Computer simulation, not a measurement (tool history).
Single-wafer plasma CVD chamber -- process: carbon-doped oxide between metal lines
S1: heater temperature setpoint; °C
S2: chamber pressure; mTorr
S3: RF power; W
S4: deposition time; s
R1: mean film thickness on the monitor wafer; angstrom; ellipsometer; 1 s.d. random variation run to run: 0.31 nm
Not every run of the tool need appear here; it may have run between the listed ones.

| run | hour | S1 | S2 | S3 | S4 | R1 |
|---|---|---|---|---|---|---|
| 1 | 0 | 335 | 6430 | 410 | 12 | 537.22 |
| 2 | 1.4 | 335 | 6430 | 360 | 12 | 497.82 |
| 3 | 6.2 | 330 | 6730 | 395 | 12 | 537.72 |
| 4 | 11.5 | 326 | 7000 | 420 | 12 | 573.95 |
| 5 | 18.6 | 323 | 7270 | 430 | 12 | 586.4 |
| 6 | 24.5 | 321 | 7370 | 445 | 12 | 606.49 |
| 7 | 29.4 | 319 | 7470 | 455 | 12 | 618.37 |
| 8 | 37.7 | 318 | 7560 | 460 | 12 | 631.72 |
| 9 | 43.2 | 317 | 7630 | 460 | 12 | 637.58 |

Expected results for the next run?
| 10 | 52.1 | 316 | 7680 | 460 | 12 | ? |

R1: 634.15 angstrom
